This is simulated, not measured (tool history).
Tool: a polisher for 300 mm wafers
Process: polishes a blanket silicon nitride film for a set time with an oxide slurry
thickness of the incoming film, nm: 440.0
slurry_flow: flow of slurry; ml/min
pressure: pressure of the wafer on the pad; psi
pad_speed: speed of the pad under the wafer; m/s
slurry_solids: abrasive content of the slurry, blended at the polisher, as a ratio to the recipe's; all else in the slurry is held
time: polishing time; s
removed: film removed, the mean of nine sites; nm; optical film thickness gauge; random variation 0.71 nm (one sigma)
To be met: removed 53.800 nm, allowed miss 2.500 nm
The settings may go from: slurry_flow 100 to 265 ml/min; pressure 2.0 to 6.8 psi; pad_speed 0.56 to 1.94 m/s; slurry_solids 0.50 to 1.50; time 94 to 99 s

| run | hour | slurry_flow | pressure | pad_speed | slurry_solids | time | removed |
|---|---|---|---|---|---|---|---|
| 1 | 0.0 | 170 | 4.4 | 1.24 | 1.00 | 94 | 99.435 |
| 2 | 1.3 | 170 | 4.4 | 1.24 | 1.00 | 99 | 105.850 |
| 3 | 4.9 | 190 | 4.4 | 1.24 | 1.00 | 99 | 107.870 |
| 4 | 13.8 | 190 | 3.8 | 1.18 | 1.00 | 99 | 93.142 |
| 5 | 17.8 | 190 | 3.4 | 1.10 | 1.00 | 99 | 78.124 |
| 6 | 24.8 | 185 | 3.1 | 1.08 | 1.00 | 99 | 71.023 |
| 7 | 31.1 | 175 | 2.0 | 1.04 | 1.00 | 99 | 44.689 |
| 8 | 39.7 | 185 | 2.0 | 1.04 | 1.00 | 99 | 46.086 |
| 9 | 42.3 | 195 | 2.0 | 1.04 | 1.00 | 99 | 45.819 |
| 10 | 47.9 | 195 | 2.8 | 1.06 | 1.00 | 99 | 63.439 |
| 11 | 53.8 | 185 | 2.8 | 1.06 | 1.00 | 99 | 60.766 |
| 12 | 57.2 | 175 | 2.8 | 1.06 | 1.00 | 99 | 62.015 |
| 13 | 65.6 | 175 | 2.1 | 1.04 | 1.00 | 99 | 47.414 |
| 14 | 71.1 | 180 | 2.2 | 1.04 | 1.00 | 99 | 48.012 |
| 15 | 78.7 | 185 | 2.2 | 1.04 | 1.00 | 99 | 50.513 |
| 16 | 84.5 | 190 | 2.2 | 1.04 | 1.00 | 99 | 51.261 |

4 next moves are on the table. One of them brings every result within its allowed miss. Which?
| A | 90.3 | 225 | 2.4 | 1.04 | 0.95 | 99 | ? |
| B | 90.3 | 170 | 2.4 | 1.04 | 0.75 | 97 | ? |
| C | 90.3 | 180 | 2.1 | 1.12 | 1.00 | 94 | ? |
| D | 90.3 | 195 | 2.4 | 0.88 | 0.95 | 99 | ? |

| move | removed |
|---|---|
| A | 53.148 |
| B | 44.427 |
| C | 46.100 |
| D | 47.421 |
A: meets every target
B: further off than the last run
C: further off than the last run
D: further off than the last run
The right move is A.
